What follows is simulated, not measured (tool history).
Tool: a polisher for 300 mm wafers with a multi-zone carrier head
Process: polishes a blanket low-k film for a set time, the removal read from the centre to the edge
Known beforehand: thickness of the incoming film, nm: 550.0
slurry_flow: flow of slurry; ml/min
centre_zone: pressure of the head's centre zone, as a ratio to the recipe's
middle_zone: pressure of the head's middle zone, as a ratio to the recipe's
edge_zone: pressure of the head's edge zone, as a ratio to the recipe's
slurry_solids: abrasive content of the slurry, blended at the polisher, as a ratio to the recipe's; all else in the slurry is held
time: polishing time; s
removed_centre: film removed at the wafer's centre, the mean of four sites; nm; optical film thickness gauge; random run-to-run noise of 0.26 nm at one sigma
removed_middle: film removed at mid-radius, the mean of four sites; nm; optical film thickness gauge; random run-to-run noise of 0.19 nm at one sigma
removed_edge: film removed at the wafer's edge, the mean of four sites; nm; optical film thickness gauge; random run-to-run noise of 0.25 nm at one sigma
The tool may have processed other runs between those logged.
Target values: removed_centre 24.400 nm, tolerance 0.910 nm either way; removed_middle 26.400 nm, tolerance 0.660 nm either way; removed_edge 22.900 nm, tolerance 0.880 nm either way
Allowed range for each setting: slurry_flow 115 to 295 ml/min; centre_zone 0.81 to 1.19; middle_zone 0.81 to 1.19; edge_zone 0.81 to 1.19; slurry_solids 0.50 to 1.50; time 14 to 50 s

| run | hour | slurry_flow | centre_zone | middle_zone | edge_zone | slurry_solids | time | removed_centre | removed_middle | removed_edge |
|---|---|---|---|---|---|---|---|---|---|---|
| 1 | 0.0 | 190 | 1.00 | 1.00 | 1.00 | 1.00 | 32 | 17.365 | 17.731 | 17.807 |
| 2 | 8.6 | 210 | 1.03 | 1.06 | 1.02 | 1.10 | 32 | 19.150 | 19.661 | 18.161 |
| 3 | 10.5 | 210 | 1.10 | 1.06 | 1.02 | 1.10 | 32 | 20.325 | 19.514 | 18.219 |
| 4 | 17.3 | 210 | 1.10 | 1.06 | 1.02 | 1.20 | 32 | 21.005 | 20.227 | 18.854 |
| 5 | 18.2 | 210 | 1.10 | 1.14 | 1.02 | 1.20 | 32 | 21.199 | 21.400 | 18.956 |
| 6 | 22.7 | 165 | 1.10 | 1.14 | 1.02 | 1.20 | 32 | 19.699 | 20.683 | 18.095 |
| 7 | 30.0 | 165 | 1.10 | 1.14 | 1.02 | 1.20 | 32 | 19.839 | 20.401 | 18.195 |
| 8 | 34.6 | 195 | 1.09 | 1.16 | 1.05 | 1.30 | 32 | 21.078 | 22.120 | 19.515 |
| 9 | 35.4 | 215 | 1.08 | 1.17 | 1.06 | 1.35 | 32 | 21.455 | 22.795 | 19.731 |
| 10 | 44.0 | 225 | 1.08 | 1.18 | 1.08 | 1.40 | 33 | 22.561 | 23.991 | 21.098 |
| 11 | 46.9 | 235 | 1.07 | 1.18 | 1.08 | 1.45 | 33 | 22.277 | 24.537 | 21.361 |
| 12 | 55.9 | 240 | 1.08 | 1.18 | 1.08 | 1.45 | 33 | 23.194 | 24.688 | 20.968 |

Of the 4 settings listed for the next run, only one would bring every result within its allowed miss of target. Which one?
| A | 64.9 | 285 | 1.15 | 1.13 | 0.98 | 1.00 | 35 | ? | ? | ? |
| B | 64.9 | 235 | 1.04 | 1.13 | 1.18 | 1.45 | 36 | ? | ? | ? |
| C | 64.9 | 225 | 1.07 | 1.05 | 1.06 | 1.35 | 35 | ? | ? | ? |
| D | 64.9 | 235 | 1.08 | 1.19 | 1.09 | 1.25 | 37 | ? | ? | ? |

| move | removed_centre | removed_middle | removed_edge |
|---|---|---|---|
| A | 23.205 | 22.821 | 19.597 |
| B | 23.817 | 25.989 | 24.412 |
| C | 23.125 | 23.056 | 21.995 |
| D | 24.241 | 26.614 | 23.020 |
A: misses by more than the last run did
B: gets the furthest-off result to its target, but another result is out of tolerance
C: misses by more than the last run did
D: each result inside its tolerance
Answer: D

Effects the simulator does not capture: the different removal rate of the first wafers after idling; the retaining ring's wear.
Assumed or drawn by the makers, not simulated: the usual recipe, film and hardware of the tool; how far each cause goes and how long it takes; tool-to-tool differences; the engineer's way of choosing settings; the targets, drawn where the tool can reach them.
